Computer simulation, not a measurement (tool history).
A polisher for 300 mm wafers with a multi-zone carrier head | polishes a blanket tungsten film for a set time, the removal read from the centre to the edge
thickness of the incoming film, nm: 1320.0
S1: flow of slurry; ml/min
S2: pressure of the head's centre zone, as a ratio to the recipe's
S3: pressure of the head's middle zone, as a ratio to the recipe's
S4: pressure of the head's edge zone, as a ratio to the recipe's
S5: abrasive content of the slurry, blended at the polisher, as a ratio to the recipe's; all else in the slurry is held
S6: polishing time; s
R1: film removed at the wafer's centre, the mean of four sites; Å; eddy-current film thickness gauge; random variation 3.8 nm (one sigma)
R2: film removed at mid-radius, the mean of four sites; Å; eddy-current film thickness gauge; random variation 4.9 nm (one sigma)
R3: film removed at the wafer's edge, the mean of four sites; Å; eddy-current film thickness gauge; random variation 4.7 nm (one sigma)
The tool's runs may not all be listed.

run	hour	S1	S2	S3	S4	S5	S6	R1	R2	R3
1	0.0	130	1.00	1.00	1.00	1.00	59	5377.5	5377.2	5258.3
2	7.3	150	1.00	1.00	1.00	1.00	59	5565.2	5503.0	5420.8
3	12.7	150	1.00	1.05	1.00	1.00	59	5623.1	5855.2	5404.6
4	17.7	150	1.00	1.05	0.92	1.00	59	5590.4	5868.6	5252.8
5	21.4	150	1.02	0.98	0.95	1.00	59	5669.8	5410.1	5248.3
6	27.3	150	1.03	0.93	0.99	1.00	59	5691.4	5178.4	5376.8
7	32.7	150	1.05	0.90	1.02	1.00	59	5801.3	5010.2	5452.4
8	39.8	150	1.06	0.87	1.04	1.00	59	5886.1	4963.3	5537.8

Forecast run 9:
9	43.7	150	1.08	0.85	1.07	0.95	59	?	?	?

{"run 9": {"R1": 5919.2, "R2": 4770.8, "R3": 5523.7}}

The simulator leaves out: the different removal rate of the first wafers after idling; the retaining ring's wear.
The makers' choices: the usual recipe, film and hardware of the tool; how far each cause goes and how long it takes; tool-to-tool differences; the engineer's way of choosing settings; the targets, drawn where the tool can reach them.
